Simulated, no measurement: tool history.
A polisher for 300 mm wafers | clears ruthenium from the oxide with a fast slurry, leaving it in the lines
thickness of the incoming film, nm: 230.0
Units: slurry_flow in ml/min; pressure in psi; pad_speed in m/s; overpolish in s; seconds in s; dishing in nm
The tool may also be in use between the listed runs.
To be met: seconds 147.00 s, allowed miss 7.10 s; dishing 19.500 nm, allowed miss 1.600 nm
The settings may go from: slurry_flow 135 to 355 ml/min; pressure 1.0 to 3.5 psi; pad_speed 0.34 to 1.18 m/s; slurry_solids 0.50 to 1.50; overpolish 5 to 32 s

| run | hour | slurry_flow | pressure | pad_speed | slurry_solids | overpolish | seconds | dishing |
|---|---|---|---|---|---|---|---|---|
| 1 | 0.0 | 225 | 2.2 | 0.76 | 1.00 | 16 | 103.17 | 27.022 |
| 2 | 7.8 | 225 | 2.0 | 0.76 | 1.00 | 16 | 113.52 | 26.197 |
| 3 | 10.8 | 225 | 1.9 | 0.76 | 1.00 | 15 | 118.99 | 24.355 |
| 4 | 19.9 | 225 | 1.8 | 0.76 | 1.00 | 14 | 122.59 | 21.684 |
| 5 | 23.0 | 270 | 1.8 | 0.76 | 1.00 | 14 | 118.38 | 21.470 |
| 6 | 28.5 | 270 | 2.0 | 0.76 | 1.00 | 14 | 106.68 | 23.621 |
| 7 | 34.8 | 260 | 1.9 | 0.76 | 1.00 | 14 | 117.10 | 21.671 |
| 8 | 37.5 | 260 | 1.8 | 0.76 | 1.00 | 14 | 120.43 | 21.931 |
| 9 | 39.8 | 260 | 1.3 | 0.74 | 1.00 | 14 | 160.03 | 16.945 |
| 10 | 48.6 | 265 | 1.4 | 0.74 | 1.00 | 15 | 156.45 | 18.960 |

Which of these 5 next moves meets every target?
| A | 57.4 | 275 | 1.6 | 0.70 | 0.95 | 15 | ? | ? |
| B | 57.4 | 335 | 1.3 | 0.82 | 0.85 | 13 | ? | ? |
| C | 57.4 | 255 | 1.5 | 0.62 | 1.10 | 14 | ? | ? |
| D | 57.4 | 230 | 1.4 | 0.74 | 0.90 | 17 | ? | ? |
| E | 57.4 | 270 | 1.4 | 0.72 | 0.95 | 17 | ? | ? |

| move | seconds | dishing |
|---|---|---|
| A | 149.37 | 18.993 |
| B | 164.25 | 15.359 |
| C | 162.50 | 16.578 |
| D | 169.00 | 19.021 |
| E | 163.51 | 19.580 |
A: meets every target
B: further off than the last run
C: further off than the last run
D: further off than the last run
E: further off than the last run
Move A is the one to make.

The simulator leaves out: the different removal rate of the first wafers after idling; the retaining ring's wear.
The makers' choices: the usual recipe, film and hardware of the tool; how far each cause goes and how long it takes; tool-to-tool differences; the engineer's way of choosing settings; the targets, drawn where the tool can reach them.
